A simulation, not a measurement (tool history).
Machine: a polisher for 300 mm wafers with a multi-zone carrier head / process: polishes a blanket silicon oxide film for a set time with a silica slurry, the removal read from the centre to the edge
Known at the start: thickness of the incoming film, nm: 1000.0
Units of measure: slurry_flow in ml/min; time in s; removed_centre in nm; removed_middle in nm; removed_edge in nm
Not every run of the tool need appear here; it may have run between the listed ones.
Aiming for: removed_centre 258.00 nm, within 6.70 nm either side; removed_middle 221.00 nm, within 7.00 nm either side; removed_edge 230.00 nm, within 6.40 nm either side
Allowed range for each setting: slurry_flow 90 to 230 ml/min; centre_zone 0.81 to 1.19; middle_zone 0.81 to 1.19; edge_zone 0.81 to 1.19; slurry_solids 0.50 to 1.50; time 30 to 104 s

| run | hour | slurry_flow | centre_zone | middle_zone | edge_zone | slurry_solids | time | removed_centre | removed_middle | removed_edge |
|---|---|---|---|---|---|---|---|---|---|---|
| 1 | 0.0 | 150 | 1.00 | 1.00 | 1.00 | 1.00 | 67 | 254.51 | 254.15 | 253.58 |
| 2 | 3.2 | 150 | 1.00 | 1.00 | 0.93 | 1.00 | 67 | 256.00 | 255.19 | 248.02 |
| 3 | 7.8 | 150 | 1.00 | 1.00 | 0.93 | 1.00 | 73 | 279.81 | 282.13 | 268.47 |
| 4 | 9.2 | 150 | 1.00 | 1.00 | 0.93 | 1.15 | 73 | 294.28 | 294.20 | 283.81 |
| 5 | 9.9 | 140 | 1.01 | 0.96 | 0.90 | 1.05 | 73 | 283.31 | 270.33 | 268.27 |
| 6 | 16.2 | 140 | 1.01 | 0.96 | 0.85 | 1.05 | 73 | 284.84 | 271.65 | 258.00 |
| 7 | 18.2 | 140 | 1.01 | 0.96 | 0.85 | 1.05 | 73 | 282.48 | 273.40 | 266.18 |
| 8 | 23.2 | 135 | 1.03 | 0.94 | 0.84 | 0.95 | 73 | 274.43 | 258.18 | 245.18 |
| 9 | 27.7 | 125 | 1.03 | 0.91 | 0.83 | 0.95 | 73 | 269.74 | 241.34 | 246.97 |
| 10 | 32.1 | 125 | 1.03 | 0.91 | 0.83 | 0.95 | 73 | 268.13 | 243.18 | 245.94 |
| 11 | 39.2 | 120 | 1.04 | 0.90 | 0.82 | 0.90 | 73 | 263.48 | 235.91 | 235.39 |

Pick the move, out of 4, that brings all results within their allowed miss; only one does.
| A | 46.3 | 110 | 1.12 | 0.93 | 0.91 | 1.20 | 61 | ? | ? | ? |
| B | 46.3 | 145 | 1.00 | 0.90 | 0.81 | 1.15 | 66 | ? | ? | ? |
| C | 46.3 | 110 | 1.05 | 0.83 | 0.82 | 0.80 | 79 | ? | ? | ? |
| D | 46.3 | 90 | 1.05 | 0.97 | 0.82 | 0.95 | 78 | ? | ? | ? |

| move | removed_centre | removed_middle | removed_edge |
|---|---|---|---|
| A | 255.72 | 219.02 | 227.00 |
| B | 263.82 | 241.29 | 239.55 |
| C | 269.60 | 222.86 | 242.34 |
| D | 267.19 | 253.19 | 245.69 |
A: in spec on every target
B: misses by more than the last run did
C: brings the last run's worst result on target, with another outside its allowed miss
D: misses by more than the last run did
A meets every target.
